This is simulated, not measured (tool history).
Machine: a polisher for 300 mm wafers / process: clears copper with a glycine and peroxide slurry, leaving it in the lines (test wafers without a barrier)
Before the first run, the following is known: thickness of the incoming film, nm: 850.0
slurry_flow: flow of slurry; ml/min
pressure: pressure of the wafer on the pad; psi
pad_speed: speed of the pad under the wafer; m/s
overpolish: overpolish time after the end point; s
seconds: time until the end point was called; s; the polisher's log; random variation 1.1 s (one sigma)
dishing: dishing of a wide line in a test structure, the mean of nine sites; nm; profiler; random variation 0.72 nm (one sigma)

run 1 hour=0.0 | slurry_flow=125 pressure=3.3 pad_speed=1.22 overpolish=16 | seconds=99.932 dishing=74.835
run 2 hour=6.8 | slurry_flow=110 pressure=2.9 pad_speed=1.38 overpolish=12 | seconds=104.920 dishing=58.524
run 3 hour=10.8 | slurry_flow=135 pressure=2.9 pad_speed=1.38 overpolish=12 | seconds=98.533 dishing=60.173
run 4 hour=18.0 | slurry_flow=155 pressure=2.9 pad_speed=1.38 overpolish=12 | seconds=96.618 dishing=59.603
run 5 hour=26.3 | slurry_flow=130 pressure=2.9 pad_speed=1.38 overpolish=12 | seconds=97.991 dishing=58.555
run 6 hour=30.8 | slurry_flow=130 pressure=2.9 pad_speed=1.58 overpolish=12 | seconds=88.867 dishing=66.114
run 7 hour=34.3 | slurry_flow=150 pressure=2.5 pad_speed=1.60 overpolish=10 | seconds=99.175 dishing=55.402
run 8 hour=37.3 | slurry_flow=165 pressure=2.7 pad_speed=1.40 overpolish=8 | seconds=99.703 dishing=43.071
run 9 hour=45.1 | slurry_flow=175 pressure=2.8 pad_speed=1.30 overpolish=7 | seconds=101.120 dishing=38.084
run 10 hour=48.1 | slurry_flow=180 pressure=2.9 pad_speed=1.24 overpolish=6 | seconds=103.310 dishing=34.443

Predict the results of run 11:
run 11 hour=53.1 | slurry_flow=180 pressure=2.9 pad_speed=1.24 overpolish=6 | seconds=? dishing=?

seconds: 102.170 s
dishing: 34.487 nm
